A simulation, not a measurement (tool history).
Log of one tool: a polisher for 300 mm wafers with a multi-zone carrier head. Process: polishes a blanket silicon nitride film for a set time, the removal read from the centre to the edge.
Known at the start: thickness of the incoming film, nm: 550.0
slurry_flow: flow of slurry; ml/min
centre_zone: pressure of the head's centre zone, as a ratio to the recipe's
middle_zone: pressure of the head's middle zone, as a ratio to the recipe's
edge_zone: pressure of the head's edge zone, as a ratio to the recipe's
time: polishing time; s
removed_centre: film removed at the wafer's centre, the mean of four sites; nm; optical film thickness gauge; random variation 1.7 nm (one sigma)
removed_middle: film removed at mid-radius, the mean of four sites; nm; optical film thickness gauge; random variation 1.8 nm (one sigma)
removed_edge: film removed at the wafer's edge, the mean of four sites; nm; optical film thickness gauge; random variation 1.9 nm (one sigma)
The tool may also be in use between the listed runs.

| run | hour | slurry_flow | centre_zone | middle_zone | edge_zone | time | removed_centre | removed_middle | removed_edge |
|---|---|---|---|---|---|---|---|---|---|
| 1 | 0 | 260 | 1 | 1 | 1 | 63 | 200.1 | 197.31 | 197.8 |
| 2 | 7.7 | 260 | 1 | 1 | 0.91 | 63 | 193.43 | 193.81 | 192.66 |
| 3 | 15.2 | 260 | 1 | 1.09 | 0.91 | 63 | 194.43 | 213 | 191.26 |
| 4 | 21.8 | 260 | 1 | 1.09 | 0.91 | 75 | 235.92 | 256.45 | 231.04 |
| 5 | 28.2 | 250 | 0.96 | 1.03 | 0.91 | 70 | 210.03 | 228.26 | 216.37 |
| 6 | 33.5 | 250 | 1.02 | 1.03 | 0.91 | 70 | 227.36 | 221.1 | 214.72 |
| 7 | 42.3 | 210 | 0.92 | 0.93 | 0.97 | 53 | 151.01 | 154.5 | 163.98 |
| 8 | 46.1 | 210 | 0.91 | 0.91 | 0.99 | 54 | 149.58 | 155.93 | 165.53 |
| 9 | 55.1 | 200 | 0.92 | 0.81 | 1.09 | 57 | 156.81 | 146.67 | 182.46 |

Forecast run 10:
| 10 | 59.7 | 200 | 0.91 | 0.83 | 1.08 | 57 | ? | ? | ? |

{"run 10": {"removed_centre": 154.2, "removed_middle": 150.78, "removed_edge": 186.34}}
